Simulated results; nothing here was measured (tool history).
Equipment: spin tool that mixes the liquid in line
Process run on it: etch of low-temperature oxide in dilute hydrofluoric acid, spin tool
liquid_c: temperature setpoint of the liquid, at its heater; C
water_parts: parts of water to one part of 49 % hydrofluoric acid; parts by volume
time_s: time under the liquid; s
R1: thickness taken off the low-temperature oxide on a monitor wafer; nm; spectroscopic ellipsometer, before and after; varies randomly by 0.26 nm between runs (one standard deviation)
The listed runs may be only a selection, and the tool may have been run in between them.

run 1 day=0 | liquid_c=21 water_parts=75 time_s=210 | R1=50.798
run 2 day=0.104 | liquid_c=21 water_parts=75 time_s=225 | R1=54.527
run 3 day=0.158 | liquid_c=21 water_parts=75 time_s=210 | R1=50.97
run 4 day=0.442 | liquid_c=20.5 water_parts=75 time_s=210 | R1=49.668
run 5 day=0.583 | liquid_c=20.5 water_parts=55 time_s=210 | R1=69.643
run 6 day=0.875 | liquid_c=18 water_parts=55 time_s=210 | R1=62.667

What will run 7 give?
run 7 day=0.975 | liquid_c=18 water_parts=60 time_s=210 | R1=?

Run 7 came out at R1 56.663 nm.
